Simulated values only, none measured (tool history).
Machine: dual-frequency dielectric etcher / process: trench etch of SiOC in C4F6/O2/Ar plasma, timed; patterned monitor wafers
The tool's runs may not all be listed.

| run | hour | source power (W) | bias power (W) | etch time (s) | mean etch depth across the wafer (angstrom) |
|---|---|---|---|---|---|
| 1 | 0 | 440 | 151 | 29 | 611.86 |
| 2 | 7.7 | 480 | 151 | 29 | 633.14 |
| 3 | 11.5 | 480 | 164 | 29 | 644.9 |
| 4 | 18.5 | 450 | 163 | 29 | 628.48 |
| 5 | 23.6 | 530 | 163 | 29 | 667.64 |
| 6 | 27.3 | 480 | 161 | 29 | 637.61 |
| 7 | 28.3 | 450 | 160 | 29 | 627.67 |
| 8 | 32.8 | 420 | 158 | 29 | 605.29 |
| 9 | 34.4 | 400 | 157 | 29 | 594.9 |
| 10 | 36.2 | 380 | 156 | 29 | 583.37 |
| 11 | 39.2 | 370 | 156 | 29 | 578.51 |

Run 12, settings as shown, results not yet in. Your forecast:
| 12 | 39.8 | 300 | 154 | 29 | ? |

For run 12 the tool returned mean etch depth across the wafer (angstrom) 535.88.
